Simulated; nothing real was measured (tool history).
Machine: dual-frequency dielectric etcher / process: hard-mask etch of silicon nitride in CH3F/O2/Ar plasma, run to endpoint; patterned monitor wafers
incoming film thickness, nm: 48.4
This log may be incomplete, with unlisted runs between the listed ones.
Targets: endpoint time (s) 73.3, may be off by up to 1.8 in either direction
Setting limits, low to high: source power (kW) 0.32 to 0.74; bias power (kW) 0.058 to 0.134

run 1 day=0 | source_power_(kW)=0.53 bias_power_(kW)=0.096 | endpoint_time_(s)=61.137
run 2 day=0.062 | source_power_(kW)=0.53 bias_power_(kW)=0.113 | endpoint_time_(s)=57.112
run 3 day=0.404 | source_power_(kW)=0.58 bias_power_(kW)=0.113 | endpoint_time_(s)=54.528
run 4 day=0.692 | source_power_(kW)=0.54 bias_power_(kW)=0.109 | endpoint_time_(s)=57.371
run 5 day=0.992 | source_power_(kW)=0.51 bias_power_(kW)=0.106 | endpoint_time_(s)=59.267
run 6 day=1.329 | source_power_(kW)=0.48 bias_power_(kW)=0.102 | endpoint_time_(s)=61.329
run 7 day=1.358 | source_power_(kW)=0.46 bias_power_(kW)=0.098 | endpoint_time_(s)=64.081
run 8 day=1.725 | source_power_(kW)=0.44 bias_power_(kW)=0.096 | endpoint_time_(s)=65.577
run 9 day=1.938 | source_power_(kW)=0.42 bias_power_(kW)=0.095 | endpoint_time_(s)=67.107
run 10 day=2.154 | source_power_(kW)=0.41 bias_power_(kW)=0.094 | endpoint_time_(s)=68.291
run 11 day=2.383 | source_power_(kW)=0.4 bias_power_(kW)=0.094 | endpoint_time_(s)=69.05
run 12 day=2.458 | source_power_(kW)=0.33 bias_power_(kW)=0.09 | endpoint_time_(s)=75.583

Pick the move, out of 4, that brings all results within their allowed miss; only one does.
run A day=2.533 | source_power_(kW)=0.36 bias_power_(kW)=0.089 | endpoint_time_(s)=?
run B day=2.533 | source_power_(kW)=0.35 bias_power_(kW)=0.08 | endpoint_time_(s)=?
run C day=2.533 | source_power_(kW)=0.33 bias_power_(kW)=0.088 | endpoint_time_(s)=?
run D day=2.533 | source_power_(kW)=0.37 bias_power_(kW)=0.078 | endpoint_time_(s)=?

move=A endpoint_time_(s)=73.827
move=B endpoint_time_(s)=77.922
move=C endpoint_time_(s)=76.882
move=D endpoint_time_(s)=76.904
A: meets every target
B: moves away from the targets compared with the last run
C: moves away from the targets compared with the last run
D: moves away from the targets compared with the last run
A is the move that brings every result within its allowed miss.

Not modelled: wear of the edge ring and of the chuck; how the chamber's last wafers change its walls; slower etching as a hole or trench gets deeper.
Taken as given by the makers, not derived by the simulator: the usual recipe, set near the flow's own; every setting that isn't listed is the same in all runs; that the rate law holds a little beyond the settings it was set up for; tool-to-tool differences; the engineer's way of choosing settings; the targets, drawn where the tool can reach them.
